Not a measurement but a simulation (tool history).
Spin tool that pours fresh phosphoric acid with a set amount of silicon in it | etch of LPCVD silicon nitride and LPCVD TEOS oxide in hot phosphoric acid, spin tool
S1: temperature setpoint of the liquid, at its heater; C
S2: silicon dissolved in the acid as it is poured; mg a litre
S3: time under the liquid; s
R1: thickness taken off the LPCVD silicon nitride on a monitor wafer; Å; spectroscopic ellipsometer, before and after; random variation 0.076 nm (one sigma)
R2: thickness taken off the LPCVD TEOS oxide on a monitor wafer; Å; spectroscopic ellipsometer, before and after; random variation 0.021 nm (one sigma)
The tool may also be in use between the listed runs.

{"run": 1, "day": 0.0, "S1": 162.0, "S2": 27.0, "S3": 180, "R1": 170.66, "R2": 3.3448}
{"run": 2, "day": 0.283, "S1": 161.0, "S2": 23.0, "S3": 160, "R1": 145.47, "R2": 3.5428}
{"run": 3, "day": 0.454, "S1": 160.0, "S2": 22.0, "S3": 150, "R1": 132.08, "R2": 2.5611}
{"run": 4, "day": 0.638, "S1": 159.5, "S2": 17.5, "S3": 140, "R1": 121.43, "R2": 2.9318}
{"run": 5, "day": 0.908, "S1": 159.0, "S2": 15.0, "S3": 135, "R1": 114.77, "R2": 3.1887}
{"run": 6, "day": 1.188, "S1": 159.0, "S2": 15.0, "S3": 195, "R1": 164.04, "R2": 4.7394}
{"run": 7, "day": 1.258, "S1": 158.5, "S2": 13.5, "S3": 175, "R1": 145.61, "R2": 3.7899}
{"run": 8, "day": 1.425, "S1": 158.0, "S2": 12.0, "S3": 160, "R1": 132.83, "R2": 3.7794}
{"run": 9, "day": 1.462, "S1": 158.0, "S2": 11.0, "S3": 150, "R1": 123.22, "R2": 3.5839}
{"run": 10, "day": 1.792, "S1": 157.0, "S2": 7.5, "S3": 110, "R1": 87.414, "R2": 2.4753}
{"run": 11, "day": 1.962, "S1": 157.5, "S2": 8.0, "S3": 110, "R1": 88.98, "R2": 2.1384}
{"run": 12, "day": 2.158, "S1": 158.0, "S2": 6.5, "S3": 110, "R1": 89.599, "R2": 2.4825}
{"run": 13, "day": 2.325, "S1": 158.5, "S2": 6.0, "S3": 110, "R1": 92.776, "R2": 2.8964}
{"run": 14, "day": 2.6, "S1": 159.0, "S2": 6.5, "S3": 110, "R1": 93.195, "R2": 3.0581}
{"run": 15, "day": 2.862, "S1": 159.0, "S2": 7.5, "S3": 110, "R1": 94.565, "R2": 2.6191}

Forecast run 16:
{"run": 16, "day": 3.05, "S1": 159.0, "S2": 6.5, "S3": 110, "R1": "?", "R2": "?"}

R1: 94.127 Å
R2: 2.7185 Å
